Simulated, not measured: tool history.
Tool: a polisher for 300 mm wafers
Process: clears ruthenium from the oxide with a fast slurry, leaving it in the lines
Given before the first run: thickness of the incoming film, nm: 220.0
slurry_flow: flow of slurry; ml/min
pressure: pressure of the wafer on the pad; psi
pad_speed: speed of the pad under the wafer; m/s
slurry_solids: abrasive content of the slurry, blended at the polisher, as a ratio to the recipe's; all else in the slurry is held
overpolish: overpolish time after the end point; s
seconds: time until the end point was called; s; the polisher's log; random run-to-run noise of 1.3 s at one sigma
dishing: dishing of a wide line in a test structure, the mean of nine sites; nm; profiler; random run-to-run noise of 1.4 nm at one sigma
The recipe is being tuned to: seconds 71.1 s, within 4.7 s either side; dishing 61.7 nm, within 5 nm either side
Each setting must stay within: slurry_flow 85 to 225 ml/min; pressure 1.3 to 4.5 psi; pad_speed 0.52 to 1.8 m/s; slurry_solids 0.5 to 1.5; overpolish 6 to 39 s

Run 1, hour 0: slurry_flow 145 ml/min, pressure 2.9 psi, pad_speed 1.16 m/s, slurry_solids 1, overpolish 20 s. Result: seconds 37.438 s, dishing 77.25 nm.
Run 2, hour 9: slurry_flow 145 ml/min, pressure 2.4 psi, pad_speed 1.16 m/s, slurry_solids 1, overpolish 20 s. Result: seconds 43.574 s, dishing 68.058 nm.
Run 3, hour 14.9: slurry_flow 145 ml/min, pressure 2.4 psi, pad_speed 1.16 m/s, slurry_solids 1.1, overpolish 20 s. Result: seconds 43.71 s, dishing 70.189 nm.
Run 4, hour 18.2: slurry_flow 145 ml/min, pressure 2.4 psi, pad_speed 1.16 m/s, slurry_solids 1.1, overpolish 23 s. Result: seconds 42.316 s, dishing 80.032 nm.
Run 5, hour 26.9: slurry_flow 145 ml/min, pressure 2.3 psi, pad_speed 1.14 m/s, slurry_solids 1.1, overpolish 23 s. Result: seconds 45.14 s, dishing 74.9 nm.
Run 6, hour 31.8: slurry_flow 145 ml/min, pressure 2.3 psi, pad_speed 1 m/s, slurry_solids 1.1, overpolish 23 s. Result: seconds 51.856 s, dishing 67.289 nm.
Run 7, hour 38.1: slurry_flow 145 ml/min, pressure 2.2 psi, pad_speed 1 m/s, slurry_solids 1.1, overpolish 24 s. Result: seconds 53.694 s, dishing 69.889 nm.
Run 8, hour 46.4: slurry_flow 145 ml/min, pressure 2.1 psi, pad_speed 1 m/s, slurry_solids 1.1, overpolish 24 s. Result: seconds 54.071 s, dishing 68.567 nm.
Run 9, hour 47.5: slurry_flow 140 ml/min, pressure 1.3 psi, pad_speed 0.94 m/s, slurry_solids 1.1, overpolish 28 s. Result: seconds 80.17 s, dishing 55.485 nm.
At hour 55.3: slurry nozzle cleaned.
Run 10, hour 55.3: slurry_flow 145 ml/min, pressure 1.6 psi, pad_speed 0.94 m/s, slurry_solids 1.1, overpolish 28 s. Result: seconds 65.288 s, dishing 61.882 nm.

Below are 4 possible settings for the next run. Only one of them brings all results inside the allowed miss of their targets. Which is it?
Run A, hour 63.1: slurry_flow 110 ml/min, pressure 1.8 psi, pad_speed 0.68 m/s, slurry_solids 1.3, overpolish 38 s. Result: seconds ?, dishing ?.
Run B, hour 63.1: slurry_flow 125 ml/min, pressure 1.7 psi, pad_speed 0.96 m/s, slurry_solids 1.2, overpolish 33 s. Result: seconds ?, dishing ?.
Run C, hour 63.1: slurry_flow 125 ml/min, pressure 2.3 psi, pad_speed 0.68 m/s, slurry_solids 1.2, overpolish 29 s. Result: seconds ?, dishing ?.
Run D, hour 63.1: slurry_flow 160 ml/min, pressure 1.6 psi, pad_speed 0.94 m/s, slurry_solids 0.85, overpolish 24 s. Result: seconds ?, dishing ?.

move  seconds  dishing
   A   82.473   67.619
   B   61.764   76.283
   C   69.473   62.271
   D   71.219   51.835
A: the result that was furthest off in the last run now lies on the other side of its target
B: lands further from the targets than the last run did
C: meets every target
D: meets the target for the result that was furthest off, but another lies outside its allowed miss
C is the move that brings every result within its allowed miss.
